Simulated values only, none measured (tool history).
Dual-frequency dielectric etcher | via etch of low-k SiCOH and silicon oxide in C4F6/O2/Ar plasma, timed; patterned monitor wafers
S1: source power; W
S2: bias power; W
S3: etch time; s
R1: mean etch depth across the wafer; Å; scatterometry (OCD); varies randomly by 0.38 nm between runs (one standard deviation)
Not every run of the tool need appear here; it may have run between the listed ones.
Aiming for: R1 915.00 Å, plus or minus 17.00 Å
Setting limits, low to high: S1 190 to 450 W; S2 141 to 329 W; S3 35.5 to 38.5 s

Run 1, hour 0.0: S1 320 W, S2 235 W, S3 38.5 s. Result: R1 1109.00 Å.
Run 2, hour 2.4: S1 280 W, S2 235 W, S3 38.5 s. Result: R1 1060.70 Å.
Run 3, hour 6.6: S1 270 W, S2 231 W, S3 38.5 s. Result: R1 1041.90 Å.
Run 4, hour 13.1: S1 270 W, S2 265 W, S3 38.5 s. Result: R1 1083.90 Å.
Run 5, hour 17.9: S1 260 W, S2 259 W, S3 38.5 s. Result: R1 1069.80 Å.
Run 6, hour 20.6: S1 260 W, S2 259 W, S3 35.5 s. Result: R1 979.94 Å.
Run 7, hour 25.3: S1 250 W, S2 258 W, S3 35.5 s. Result: R1 957.68 Å.
Run 8, hour 33.6: S1 230 W, S2 256 W, S3 35.5 s. Result: R1 929.96 Å.

Exactly one of the 5 candidate moves below puts every result within its allowed miss. Which one?
Run A, hour 41.9: S1 190 W, S2 261 W, S3 38.5 s. Result: R1 ?.
Run B, hour 41.9: S1 220 W, S2 276 W, S3 36.0 s. Result: R1 ?.
Run C, hour 41.9: S1 250 W, S2 256 W, S3 35.5 s. Result: R1 ?.
Run D, hour 41.9: S1 190 W, S2 249 W, S3 37.5 s. Result: R1 ?.
Run E, hour 41.9: S1 240 W, S2 257 W, S3 36.0 s. Result: R1 ?.

move      R1
   A  949.38
   B  953.82
   C  962.10
   D  910.70
   E  962.27
A: further off than the last run
B: further off than the last run
C: further off than the last run
D: meets every target
E: further off than the last run
D meets every target.
